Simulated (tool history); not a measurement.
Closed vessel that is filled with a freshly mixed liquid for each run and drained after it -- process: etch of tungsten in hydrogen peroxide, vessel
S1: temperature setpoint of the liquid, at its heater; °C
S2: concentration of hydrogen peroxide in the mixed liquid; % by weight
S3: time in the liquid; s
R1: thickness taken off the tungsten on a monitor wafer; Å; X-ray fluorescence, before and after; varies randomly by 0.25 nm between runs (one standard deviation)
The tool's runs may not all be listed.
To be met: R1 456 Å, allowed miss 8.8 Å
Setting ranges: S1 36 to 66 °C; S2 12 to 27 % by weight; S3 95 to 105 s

| run | day | S1 | S2 | S3 | R1 |
|---|---|---|---|---|---|
| 1 | 0 | 52 | 18 | 95 | 868.7 |
| 2 | 0.238 | 50.5 | 18 | 95 | 782.47 |
| 3 | 0.567 | 49.5 | 18 | 95 | 737.89 |
| 4 | 0.904 | 49.5 | 21.5 | 95 | 799.73 |
| 5 | 1 | 49.5 | 23 | 95 | 835.39 |
| 6 | 1.075 | 49.5 | 23 | 95 | 837.61 |
| 7 | 1.242 | 48 | 23 | 95 | 767.73 |
| 8 | 1.404 | 47 | 23 | 95 | 717.74 |

Which of these 5 next moves meets every target?
| A | 1.567 | 43 | 23.5 | 95 | ? |
| B | 1.567 | 38.5 | 22.5 | 105 | ? |
| C | 1.567 | 43 | 24 | 95 | ? |
| D | 1.567 | 54.5 | 22 | 105 | ? |
| E | 1.567 | 49 | 23.5 | 100 | ? |

| move | R1 |
|---|---|
| A | 564.34 |
| B | 456 |
| C | 570.31 |
| D | 1225.8 |
| E | 865.19 |
A: an improvement on the last run, though not all results are within tolerance
B: all results land within tolerance of their targets
C: an improvement on the last run, though not all results are within tolerance
D: further off than the last run
E: further off than the last run
So the answer is move B, the one that meets all the targets.
